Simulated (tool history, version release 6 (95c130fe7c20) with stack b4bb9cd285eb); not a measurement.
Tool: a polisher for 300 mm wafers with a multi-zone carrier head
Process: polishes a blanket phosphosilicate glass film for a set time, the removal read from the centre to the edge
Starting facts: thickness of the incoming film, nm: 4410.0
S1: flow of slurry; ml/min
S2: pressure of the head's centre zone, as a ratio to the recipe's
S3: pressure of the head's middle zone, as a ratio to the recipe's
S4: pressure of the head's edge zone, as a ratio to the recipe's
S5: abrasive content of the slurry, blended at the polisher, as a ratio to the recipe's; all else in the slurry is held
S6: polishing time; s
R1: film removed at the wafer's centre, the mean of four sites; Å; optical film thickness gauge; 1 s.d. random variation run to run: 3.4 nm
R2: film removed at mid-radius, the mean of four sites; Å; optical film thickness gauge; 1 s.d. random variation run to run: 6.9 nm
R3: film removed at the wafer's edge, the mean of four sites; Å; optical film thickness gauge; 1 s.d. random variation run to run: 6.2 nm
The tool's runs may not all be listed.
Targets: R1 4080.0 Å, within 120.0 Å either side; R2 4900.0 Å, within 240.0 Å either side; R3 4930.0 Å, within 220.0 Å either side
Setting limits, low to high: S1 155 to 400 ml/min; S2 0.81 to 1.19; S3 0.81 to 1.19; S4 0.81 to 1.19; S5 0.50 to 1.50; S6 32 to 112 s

{"run": 1, "hour": 0.0, "S1": 255, "S2": 1.0, "S3": 1.0, "S4": 1.0, "S5": 1.0, "S6": 72, "R1": 7674.1, "R2": 7893.0, "R3": 7949.3}
{"run": 2, "hour": 2.6, "S1": 255, "S2": 1.0, "S3": 1.0, "S4": 1.0, "S5": 1.0, "S6": 62, "R1": 6613.0, "R2": 6833.1, "R3": 6907.6}
{"run": 3, "hour": 7.8, "S1": 250, "S2": 0.96, "S3": 0.99, "S4": 0.98, "S5": 0.85, "S6": 61, "R1": 5772.8, "R2": 5939.2, "R3": 6101.2}
{"run": 4, "hour": 12.5, "S1": 250, "S2": 0.96, "S3": 0.99, "S4": 0.98, "S5": 0.75, "S6": 61, "R1": 5340.0, "R2": 5570.4, "R3": 5676.1}
{"run": 5, "hour": 13.2, "S1": 300, "S2": 0.96, "S3": 0.99, "S4": 0.98, "S5": 0.75, "S6": 61, "R1": 5427.6, "R2": 5845.2, "R3": 5738.8}
{"run": 6, "hour": 18.3, "S1": 300, "S2": 0.96, "S3": 0.99, "S4": 0.98, "S5": 0.75, "S6": 72, "R1": 6483.7, "R2": 6818.7, "R3": 6872.3}
{"run": 7, "hour": 21.2, "S1": 300, "S2": 0.92, "S3": 0.99, "S4": 0.98, "S5": 0.7, "S6": 69, "R1": 5641.9, "R2": 6132.3, "R3": 6376.0}
{"run": 8, "hour": 24.9, "S1": 300, "S2": 0.89, "S3": 1.0, "S4": 0.95, "S5": 0.65, "S6": 67, "R1": 5088.1, "R2": 5776.0, "R3": 5735.9}
{"run": 9, "hour": 29.6, "S1": 300, "S2": 0.89, "S3": 1.0, "S4": 0.95, "S5": 0.65, "S6": 67, "R1": 5025.5, "R2": 5818.7, "R3": 5622.0}
{"run": 10, "hour": 32.0, "S1": 290, "S2": 0.87, "S3": 0.99, "S4": 0.94, "S5": 0.6, "S6": 67, "R1": 4669.6, "R2": 5397.6, "R3": 5276.3}
{"run": 11, "hour": 38.0, "S1": 270, "S2": 0.85, "S3": 0.99, "S4": 0.94, "S5": 0.6, "S6": 67, "R1": 4504.6, "R2": 5376.4, "R3": 5287.5}
{"run": 12, "hour": 42.3, "S1": 260, "S2": 0.84, "S3": 0.98, "S4": 0.93, "S5": 0.6, "S6": 67, "R1": 4416.1, "R2": 5251.0, "R3": 5245.9}
{"run": 13, "hour": 46.9, "S1": 250, "S2": 0.83, "S3": 0.97, "S4": 0.92, "S5": 0.6, "S6": 67, "R1": 4361.1, "R2": 5159.0, "R3": 5215.8}
{"run": 14, "hour": 48.2, "S1": 245, "S2": 0.82, "S3": 0.97, "S4": 0.91, "S5": 0.6, "S6": 67, "R1": 4326.0, "R2": 5102.9, "R3": 5181.2}
{"run": 15, "hour": 51.1, "S1": 240, "S2": 0.82, "S3": 0.97, "S4": 0.91, "S5": 0.6, "S6": 67, "R1": 4257.6, "R2": 5161.2, "R3": 5237.3}
{"run": 16, "hour": 53.6, "S1": 245, "S2": 0.82, "S3": 0.96, "S4": 0.9, "S5": 0.6, "S6": 67, "R1": 4209.9, "R2": 5073.7, "R3": 5255.6}
{"run": 17, "hour": 59.1, "S1": 245, "S2": 0.82, "S3": 0.96, "S4": 0.9, "S5": 0.6, "S6": 67, "R1": 4202.9, "R2": 5117.1, "R3": 5206.3}
{"run": 18, "hour": 59.7, "S1": 240, "S2": 0.82, "S3": 0.96, "S4": 0.9, "S5": 0.6, "S6": 67, "R1": 4317.2, "R2": 5098.7, "R3": 5241.4}

Exercise: of the 5 proposed moves below, exactly one satisfies all targets within the stated allowed misses. Which move is it?
{"run": "A", "hour": 60.3, "S1": 250, "S2": 0.81, "S3": 0.88, "S4": 0.89, "S5": 0.65, "S6": 66, "R1": "?", "R2": "?", "R3": "?"}
{"run": "B", "hour": 60.3, "S1": 240, "S2": 0.81, "S3": 1.16, "S4": 0.83, "S5": 0.65, "S6": 56, "R1": "?", "R2": "?", "R3": "?"}
{"run": "C", "hour": 60.3, "S1": 260, "S2": 0.85, "S3": 0.85, "S4": 0.87, "S5": 0.6, "S6": 69, "R1": "?", "R2": "?", "R3": "?"}
{"run": "D", "hour": 60.3, "S1": 220, "S2": 0.85, "S3": 0.95, "S4": 0.84, "S5": 0.6, "S6": 67, "R1": "?", "R2": "?", "R3": "?"}
{"run": "E", "hour": 60.3, "S1": 240, "S2": 0.82, "S3": 0.96, "S4": 0.88, "S5": 0.8, "S6": 53, "R1": "?", "R2": "?", "R3": "?"}

move=A R1=4403.9 R2=5013.5 R3=5441.7
move=B R1=3721.8 R2=5344.6 R3=4465.8
move=C R1=4595.6 R2=4840.3 R3=5357.4
move=D R1=4355.0 R2=5040.0 R3=5043.2
move=E R1=4060.7 R2=4909.1 R3=4936.6
A: moves away from the targets compared with the last run
B: takes the result that was furthest off past its target
C: moves away from the targets compared with the last run
D: moves away from the targets compared with the last run
E: all results land within tolerance of their targets
Correct choice: E, which meets every target
